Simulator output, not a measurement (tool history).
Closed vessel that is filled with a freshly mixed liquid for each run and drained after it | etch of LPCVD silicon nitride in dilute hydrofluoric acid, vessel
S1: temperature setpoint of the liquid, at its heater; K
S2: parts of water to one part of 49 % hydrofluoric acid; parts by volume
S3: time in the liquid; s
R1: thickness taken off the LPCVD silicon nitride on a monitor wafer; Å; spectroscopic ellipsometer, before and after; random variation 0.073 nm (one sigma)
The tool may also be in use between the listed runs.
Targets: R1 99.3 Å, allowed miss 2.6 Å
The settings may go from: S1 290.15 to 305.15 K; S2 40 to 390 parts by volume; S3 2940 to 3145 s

run	hour	S1	S2	S3	R1
1	0	297.15	215	2940	68.574
2	8.2	294.15	215	2940	56.029
3	16.9	291.65	215	2940	47.225
4	21.3	293.15	215	2940	52.803
5	26.2	293.15	155	2940	73.11
6	28.1	293.15	155	2940	72.075
7	34.7	293.15	155	2940	72.379
8	38.3	293.65	155	2940	75.116
9	42.9	294.15	155	2940	77.233
10	51	294.65	155	2940	79.548
11	56.9	298.65	155	2940	103.25

Which of these 4 next moves meets every target?
A	62.8	298.15	150	2940	?
B	62.8	299.15	165	3120	?
C	62.8	298.65	175	3145	?
D	62.8	297.15	140	2995	?

move	R1
A	103.92
B	106.87
C	98.435
D	106.29
A: further off than the last run
B: further off than the last run
C: meets every target
D: further off than the last run
The right move is C.
